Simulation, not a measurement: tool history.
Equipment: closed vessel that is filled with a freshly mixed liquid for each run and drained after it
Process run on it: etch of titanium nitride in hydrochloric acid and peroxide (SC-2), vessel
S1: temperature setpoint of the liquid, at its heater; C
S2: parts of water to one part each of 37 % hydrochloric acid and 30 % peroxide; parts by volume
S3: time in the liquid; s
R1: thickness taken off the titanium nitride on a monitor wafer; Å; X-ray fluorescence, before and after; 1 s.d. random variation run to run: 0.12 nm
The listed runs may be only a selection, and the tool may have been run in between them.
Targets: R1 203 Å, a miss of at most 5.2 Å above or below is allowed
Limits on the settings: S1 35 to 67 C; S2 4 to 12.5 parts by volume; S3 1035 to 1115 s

{"run": 1, "hour": 0.0, "S1": 51, "S2": 7, "S3": 1035, "R1": 389.12}
{"run": 2, "hour": 6.1, "S1": 51, "S2": 7, "S3": 1115, "R1": 416.86}
{"run": 3, "hour": 7.9, "S1": 54, "S2": 7, "S3": 1115, "R1": 506.31}
{"run": 4, "hour": 10.0, "S1": 54, "S2": 8.5, "S3": 1115, "R1": 436.6}
{"run": 5, "hour": 13.7, "S1": 50, "S2": 8.5, "S3": 1115, "R1": 334.59}
{"run": 6, "hour": 17.1, "S1": 50, "S2": 8.5, "S3": 1115, "R1": 333.64}
{"run": 7, "hour": 23.0, "S1": 47.5, "S2": 8.5, "S3": 1115, "R1": 280.56}
{"run": 8, "hour": 28.7, "S1": 46, "S2": 8.5, "S3": 1115, "R1": 254.41}
{"run": 9, "hour": 29.6, "S1": 45, "S2": 8.5, "S3": 1115, "R1": 237.85}

Exercise: of the 5 proposed moves below, exactly one satisfies all targets within the stated allowed misses. Which move is it?
{"run": "A", "hour": 30.5, "S1": 40.5, "S2": 6, "S3": 1090, "R1": "?"}
{"run": "B", "hour": 30.5, "S1": 40.5, "S2": 7, "S3": 1115, "R1": "?"}
{"run": "C", "hour": 30.5, "S1": 40, "S2": 8, "S3": 1115, "R1": "?"}
{"run": "D", "hour": 30.5, "S1": 42, "S2": 5, "S3": 1115, "R1": "?"}
{"run": "E", "hour": 30.5, "S1": 42, "S2": 7, "S3": 1075, "R1": "?"}

move=A R1=223.54
move=B R1=203.26
move=C R1=176.57
move=D R1=290.46
move=E R1=217.81
A: an improvement on the last run, though not all results are within tolerance
B: meets every target
C: takes the biggest miss from the last run beyond its target
D: its largest miss is bigger than the last run's
E: an improvement on the last run, though not all results are within tolerance
Correct choice: B, which meets every target

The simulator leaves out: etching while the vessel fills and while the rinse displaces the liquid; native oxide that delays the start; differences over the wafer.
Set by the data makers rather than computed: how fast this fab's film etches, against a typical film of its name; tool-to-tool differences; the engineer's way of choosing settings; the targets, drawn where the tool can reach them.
